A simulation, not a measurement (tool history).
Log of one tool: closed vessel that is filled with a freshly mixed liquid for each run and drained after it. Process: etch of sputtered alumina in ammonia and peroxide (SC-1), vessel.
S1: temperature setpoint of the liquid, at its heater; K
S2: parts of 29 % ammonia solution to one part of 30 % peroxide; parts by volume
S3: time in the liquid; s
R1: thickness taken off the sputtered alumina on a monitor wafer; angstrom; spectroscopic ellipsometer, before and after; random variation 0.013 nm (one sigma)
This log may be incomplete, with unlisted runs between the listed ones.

| run | hour | S1 | S2 | S3 | R1 |
|---|---|---|---|---|---|
| 1 | 0 | 329.15 | 0.65 | 30 | 22.345 |
| 2 | 8.6 | 329.15 | 0.55 | 30 | 22.214 |
| 3 | 17.6 | 326.65 | 0.55 | 30 | 19.25 |
| 4 | 22.4 | 321.15 | 0.55 | 30 | 14.161 |
| 5 | 26.6 | 315.15 | 0.55 | 30 | 10.277 |
| 6 | 33.8 | 315.15 | 0.55 | 30 | 10.192 |
| 7 | 42.3 | 316.65 | 0.55 | 30 | 10.963 |

Run 8 has not been measured yet. What should we expect?
| 8 | 48 | 321.15 | 0.55 | 30 | ? |

Logged for run 8: R1 14.185 angstrom.

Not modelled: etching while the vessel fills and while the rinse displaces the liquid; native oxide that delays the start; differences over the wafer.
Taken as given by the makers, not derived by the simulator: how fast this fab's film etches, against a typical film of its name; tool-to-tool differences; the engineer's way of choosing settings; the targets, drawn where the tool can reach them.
